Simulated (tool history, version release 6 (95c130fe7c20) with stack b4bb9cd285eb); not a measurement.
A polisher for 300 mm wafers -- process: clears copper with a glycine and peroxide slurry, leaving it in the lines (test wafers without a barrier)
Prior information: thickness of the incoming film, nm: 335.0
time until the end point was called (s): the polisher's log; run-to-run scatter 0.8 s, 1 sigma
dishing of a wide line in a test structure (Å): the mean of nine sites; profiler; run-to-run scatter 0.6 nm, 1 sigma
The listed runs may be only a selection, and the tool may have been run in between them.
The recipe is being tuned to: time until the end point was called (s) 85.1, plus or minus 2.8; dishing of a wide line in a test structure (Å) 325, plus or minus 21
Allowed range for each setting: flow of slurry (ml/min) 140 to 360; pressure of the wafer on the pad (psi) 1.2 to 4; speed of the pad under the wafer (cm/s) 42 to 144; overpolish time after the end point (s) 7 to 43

run	day	flow of slurry (ml/min)	pressure of the wafer on the pad (psi)	speed of the pad under the wafer (cm/s)	overpolish time after the end point (s)	time until the end point was called (s)	dishing of a wide line in a test structure (Å)
1	0	230	2.6	92	22	76.132	681.58
2	0.15	230	2.5	94	19	76.787	621.85
3	0.517	265	2.5	94	19	76.057	629.93
4	0.75	240	2.4	94	17	78.846	542.47
5	1.092	240	2.8	94	17	70.957	593.02
6	1.171	220	2.7	94	15	71.861	545.23
7	1.429	205	2.6	94	13	74.638	459.16
8	1.6	200	2.5	94	12	77.694	397.31
9	1.867	195	2.4	94	12	82.259	380.69
10	2.112	190	2.4	94	12	81.103	398.38
11	2.271	190	2.4	94	11	80.942	361.48
12	2.483	185	2.4	94	11	82.508	357.63
13	2.662	180	2.4	94	11	82.203	356.43
14	3.004	175	2.4	94	11	80.854	348.67
15	3.162	170	2.4	94	11	82.128	357.79

5 next moves are on the table. One of them brings every result within its allowed miss. Which?
A	3.321	155	2.2	100	10	?	?
B	3.321	190	2.4	90	12	?	?
C	3.321	210	2.5	96	10	?	?
D	3.321	140	3.5	60	12	?	?
E	3.321	190	2.5	94	13	?	?

move	time until the end point was called (s)	dishing of a wide line in a test structure (Å)
A	86.321	318.74
B	85.467	380.03
C	77.76	351.68
D	90.724	366.97
E	79.948	432.26
A: all results land within tolerance of their targets
B: its largest miss is bigger than the last run's
C: its largest miss is bigger than the last run's
D: its largest miss is bigger than the last run's
E: its largest miss is bigger than the last run's
A meets every target.

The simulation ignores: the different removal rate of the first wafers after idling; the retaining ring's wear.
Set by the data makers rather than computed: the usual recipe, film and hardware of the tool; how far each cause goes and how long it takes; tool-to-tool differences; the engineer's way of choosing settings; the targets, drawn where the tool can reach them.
